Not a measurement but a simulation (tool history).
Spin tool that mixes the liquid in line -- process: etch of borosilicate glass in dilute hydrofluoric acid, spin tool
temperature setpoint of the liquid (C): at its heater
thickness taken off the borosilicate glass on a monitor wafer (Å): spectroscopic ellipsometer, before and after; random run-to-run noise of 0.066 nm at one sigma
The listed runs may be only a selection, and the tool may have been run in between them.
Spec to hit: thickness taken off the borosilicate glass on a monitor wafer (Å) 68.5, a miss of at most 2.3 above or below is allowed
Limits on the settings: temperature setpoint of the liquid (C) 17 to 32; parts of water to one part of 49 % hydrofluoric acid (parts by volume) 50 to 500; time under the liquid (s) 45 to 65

| run | hour | temperature setpoint of the liquid (C) | parts of water to one part of 49 % hydrofluoric acid (parts by volume) | time under the liquid (s) | thickness taken off the borosilicate glass on a monitor wafer (Å) |
|---|---|---|---|---|---|
| 1 | 0 | 24 | 275 | 65 | 43.491 |
| 2 | 5.1 | 24 | 340 | 65 | 33.035 |
| 3 | 12.7 | 24 | 240 | 65 | 53.005 |
| 4 | 14.2 | 24 | 170 | 65 | 79.817 |
| 5 | 16.7 | 24 | 95 | 65 | 156.61 |
| 6 | 25.4 | 24 | 95 | 65 | 158.16 |
| 7 | 29.6 | 22.5 | 120 | 65 | 112.4 |
| 8 | 38.4 | 21 | 125 | 65 | 102.03 |
| 9 | 42.2 | 20 | 130 | 65 | 94.004 |

Which of these 5 next moves meets every target?
| A | 46 | 20 | 160 | 65 | ? |
| B | 46 | 17 | 110 | 45 | ? |
| C | 46 | 22 | 125 | 45 | ? |
| D | 46 | 19 | 110 | 45 | ? |
| E | 46 | 22.5 | 160 | 60 | ? |

| move | thickness taken off the borosilicate glass on a monitor wafer (Å) |
|---|---|
| A | 74.811 |
| B | 70.171 |
| C | 74.513 |
| D | 76.253 |
| E | 76.139 |
A: an improvement on the last run, though not all results are within tolerance
B: all results in spec
C: an improvement on the last run, though not all results are within tolerance
D: an improvement on the last run, though not all results are within tolerance
E: an improvement on the last run, though not all results are within tolerance
Answer: B
